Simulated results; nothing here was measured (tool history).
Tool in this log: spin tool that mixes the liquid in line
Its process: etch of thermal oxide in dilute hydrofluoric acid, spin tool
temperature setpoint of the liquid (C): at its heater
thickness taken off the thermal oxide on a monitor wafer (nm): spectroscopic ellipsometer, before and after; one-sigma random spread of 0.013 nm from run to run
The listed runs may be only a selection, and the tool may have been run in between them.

run  hour  temperature setpoint of the liquid (C)  parts of water to one part of 49 % hydrofluoric acid (parts by volume)  time under the liquid (s)  thickness taken off the thermal oxide on a monitor wafer (nm)
  1   0.0                                      24                                                                     280                         90                                                        1.13100
  2   2.2                                      25                                                                     280                         90                                                        1.16580
  3   3.8                                      26                                                                     280                         90                                                        1.19120
  4  12.4                                      26                                                                     280                         70                                                        0.93638
  5  19.5                                      26                                                                     260                         70                                                        1.03070
  6  25.2                                      26                                                                     320                         70                                                        0.79358
  7  33.5                                      26                                                                     295                         70                                                        0.88316
  8  41.0                                      26                                                                     275                         70                                                        0.97076
  9  45.6                                      26                                                                     260                         70                                                        1.04210
 10  54.6                                      26                                                                     245                         70                                                        1.10210
 11  58.5                                      26                                                                     230                         70                                                        1.21350

Run 12 is up next; what results do you expect?
 12  60.0                                      26                                                                     220                         70                                                              ?

{"run 12": {"thickness taken off the thermal oxide on a monitor wafer (nm)": 1.2602}}
